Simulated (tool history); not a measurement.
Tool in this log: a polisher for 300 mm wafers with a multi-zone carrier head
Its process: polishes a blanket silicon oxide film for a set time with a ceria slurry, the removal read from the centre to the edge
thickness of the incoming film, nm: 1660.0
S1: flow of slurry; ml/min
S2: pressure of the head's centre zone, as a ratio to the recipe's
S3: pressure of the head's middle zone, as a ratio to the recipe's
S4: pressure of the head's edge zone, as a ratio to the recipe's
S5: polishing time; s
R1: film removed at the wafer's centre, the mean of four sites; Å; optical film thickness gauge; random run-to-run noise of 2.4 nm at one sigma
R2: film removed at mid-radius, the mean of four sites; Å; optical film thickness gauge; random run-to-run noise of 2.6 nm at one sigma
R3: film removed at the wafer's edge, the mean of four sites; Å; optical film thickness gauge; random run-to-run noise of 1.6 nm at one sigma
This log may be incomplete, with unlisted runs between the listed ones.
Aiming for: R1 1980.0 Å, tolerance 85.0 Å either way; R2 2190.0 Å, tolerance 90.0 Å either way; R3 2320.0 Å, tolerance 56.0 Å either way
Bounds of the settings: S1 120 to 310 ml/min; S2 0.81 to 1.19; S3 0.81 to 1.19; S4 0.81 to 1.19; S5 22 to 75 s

{"run": 1, "hour": 0.0, "S1": 200, "S2": 1.0, "S3": 1.0, "S4": 1.0, "S5": 48, "R1": 1592.7, "R2": 1557.2, "R3": 1591.2}
{"run": 2, "hour": 8.2, "S1": 205, "S2": 0.99, "S3": 1.01, "S4": 1.03, "S5": 50, "R1": 1640.5, "R2": 1628.9, "R3": 1681.5}
{"run": 3, "hour": 10.9, "S1": 210, "S2": 0.98, "S3": 1.02, "S4": 1.05, "S5": 52, "R1": 1729.9, "R2": 1727.3, "R3": 1745.8}
{"run": 4, "hour": 18.2, "S1": 175, "S2": 0.98, "S3": 1.02, "S4": 1.05, "S5": 52, "R1": 1653.3, "R2": 1739.3, "R3": 1708.8}
{"run": 5, "hour": 22.6, "S1": 185, "S2": 0.96, "S3": 1.02, "S4": 1.07, "S5": 54, "R1": 1721.0, "R2": 1767.3, "R3": 1817.2}
{"run": 6, "hour": 27.2, "S1": 205, "S2": 0.96, "S3": 1.02, "S4": 1.07, "S5": 54, "R1": 1719.8, "R2": 1752.1, "R3": 1832.3}
{"run": 7, "hour": 32.9, "S1": 230, "S2": 0.93, "S3": 1.09, "S4": 1.17, "S5": 64, "R1": 1968.7, "R2": 2289.6, "R3": 2302.3}
{"run": 8, "hour": 34.0, "S1": 230, "S2": 0.93, "S3": 1.08, "S4": 1.17, "S5": 64, "R1": 1986.7, "R2": 2280.2, "R3": 2298.4}

Consider the 5 candidate settings below. Which is the only one whose results all fall within their allowed miss of target?
{"run": "A", "hour": 35.1, "S1": 280, "S2": 0.91, "S3": 0.93, "S4": 1.19, "S5": 62, "R1": "?", "R2": "?", "R3": "?"}
{"run": "B", "hour": 35.1, "S1": 255, "S2": 0.86, "S3": 0.97, "S4": 1.17, "S5": 66, "R1": "?", "R2": "?", "R3": "?"}
{"run": "C", "hour": 35.1, "S1": 220, "S2": 0.9, "S3": 1.01, "S4": 1.14, "S5": 65, "R1": "?", "R2": "?", "R3": "?"}
{"run": "D", "hour": 35.1, "S1": 235, "S2": 0.95, "S3": 0.83, "S4": 1.19, "S5": 68, "R1": "?", "R2": "?", "R3": "?"}
{"run": "E", "hour": 35.1, "S1": 200, "S2": 0.88, "S3": 0.99, "S4": 1.19, "S5": 68, "R1": "?", "R2": "?", "R3": "?"}

move=A R1=1959.1 R2=2002.3 R3=2299.5
move=B R1=1947.3 R2=2185.1 R3=2405.3
move=C R1=1965.7 R2=2183.4 R3=2302.1
move=D R1=2190.8 R2=1957.0 R3=2485.5
move=E R1=1978.1 R2=2213.9 R3=2437.1
A: moves the result that the last run missed by most past its target, out the other side
B: meets the target for the result that was furthest off, but another lies outside its allowed miss
C: all results land within tolerance of their targets
D: moves the result that the last run missed by most past its target, out the other side
E: meets the target for the result that was furthest off, but another lies outside its allowed miss
So the answer is move C, the one that meets all the targets.
